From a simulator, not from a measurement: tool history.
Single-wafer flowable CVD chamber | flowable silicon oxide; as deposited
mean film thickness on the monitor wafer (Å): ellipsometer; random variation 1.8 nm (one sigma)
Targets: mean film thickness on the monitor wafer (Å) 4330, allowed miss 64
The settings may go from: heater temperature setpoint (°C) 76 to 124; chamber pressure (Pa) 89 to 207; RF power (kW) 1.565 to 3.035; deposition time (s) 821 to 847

run,hour,heater temperature setpoint (°C),chamber pressure (Pa),RF power (kW),deposition time (s),mean film thickness on the monitor wafer (Å)
1,0,100,148,2.3,821,6706.3
2,1.7,102,148,2.3,821,6238.3
3,4.3,102,148,2.3,847,6423.8
4,12.2,97,148,2.3,847,7576
5,16.4,99,148,2.3,847,7117.8
6,21.5,101,148,2.3,847,6697
# hour 26.5: capacitance manometer re-zeroed and calibrated
7,26.5,103,148,2.3,847,6682.9
8,30.5,106,148,2.3,847,6075.2
9,32.1,108,148,2.3,847,5664.3
10,40.3,109,148,2.3,847,5517
11,45.9,110,148,2.3,847,5360.4
12,51.1,111,148,2.3,847,5178.7
13,60.1,112,148,2.3,847,5038.8

Which of these 4 next moves meets every target?
A,69.1,115,148,1.81,847,?
B,69.1,115,139,2.41,822,?
C,69.1,114,136,2.065,825,?
D,69.1,116,141,2.27,829,?

move,mean film thickness on the monitor wafer (Å)
A,4335.3
B,4219
C,4153.9
D,4166.2
A: meets every target
B: takes the result that was furthest off past its target
C: takes the result that was furthest off past its target
D: takes the result that was furthest off past its target
Answer: A
